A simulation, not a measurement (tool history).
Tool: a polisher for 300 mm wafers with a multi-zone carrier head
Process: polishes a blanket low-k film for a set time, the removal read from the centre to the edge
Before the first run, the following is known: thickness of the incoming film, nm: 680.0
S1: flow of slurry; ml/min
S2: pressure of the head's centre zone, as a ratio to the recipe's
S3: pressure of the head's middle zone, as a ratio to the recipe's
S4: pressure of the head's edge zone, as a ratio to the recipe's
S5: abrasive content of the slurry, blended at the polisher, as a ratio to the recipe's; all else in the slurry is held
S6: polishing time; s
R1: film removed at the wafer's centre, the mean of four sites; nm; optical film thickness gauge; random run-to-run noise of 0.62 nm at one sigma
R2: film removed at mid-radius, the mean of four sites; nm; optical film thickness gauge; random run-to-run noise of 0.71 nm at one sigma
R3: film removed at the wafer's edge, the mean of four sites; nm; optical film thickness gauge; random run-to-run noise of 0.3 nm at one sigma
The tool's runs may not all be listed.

Run 1, hour 0.0: S1 320 ml/min, S2 1.00, S3 1.00, S4 1.00, S5 1.00, S6 88 s. Result: R1 33.716 nm, R2 32.981 nm, R3 33.800 nm.
Run 2, hour 8.1: S1 320 ml/min, S2 1.00, S3 1.00, S4 1.00, S5 1.05, S6 88 s. Result: R1 34.204 nm, R2 34.002 nm, R3 35.237 nm.
Run 3, hour 14.0: S1 320 ml/min, S2 0.96, S3 1.00, S4 1.00, S5 1.05, S6 88 s. Result: R1 33.148 nm, R2 34.135 nm, R3 35.170 nm.
Run 4, hour 15.9: S1 330 ml/min, S2 0.98, S3 1.05, S4 1.00, S5 1.20, S6 89 s. Result: R1 36.640 nm, R2 38.582 nm, R3 37.819 nm.
Run 5, hour 17.5: S1 330 ml/min, S2 1.06, S3 1.05, S4 1.00, S5 1.20, S6 89 s. Result: R1 38.468 nm, R2 37.813 nm, R3 38.173 nm.
Run 6, hour 23.6: S1 330 ml/min, S2 1.06, S3 1.05, S4 1.00, S5 1.20, S6 73 s. Result: R1 31.688 nm, R2 32.038 nm, R3 31.363 nm.
Run 7, hour 31.3: S1 330 ml/min, S2 1.06, S3 1.05, S4 1.00, S5 1.20, S6 73 s. Result: R1 31.875 nm, R2 31.540 nm, R3 31.070 nm.
Run 8, hour 37.8: S1 335 ml/min, S2 1.05, S3 1.09, S4 1.01, S5 1.30, S6 79 s. Result: R1 35.343 nm, R2 35.708 nm, R3 34.975 nm.
Run 9, hour 41.3: S1 340 ml/min, S2 1.01, S3 1.12, S4 1.00, S5 1.35, S6 85 s. Result: R1 38.090 nm, R2 41.123 nm, R3 38.456 nm.

Expected results for the next run?
At hour 44.0: slurry nozzle cleaned.
Run 10, hour 44.0: S1 340 ml/min, S2 1.01, S3 1.12, S4 1.00, S5 1.35, S6 85 s. Result: R1 ?, R2 ?, R3 ?.

Logged for run 10: R1 39.843 nm, R2 42.910 nm, R3 39.189 nm.
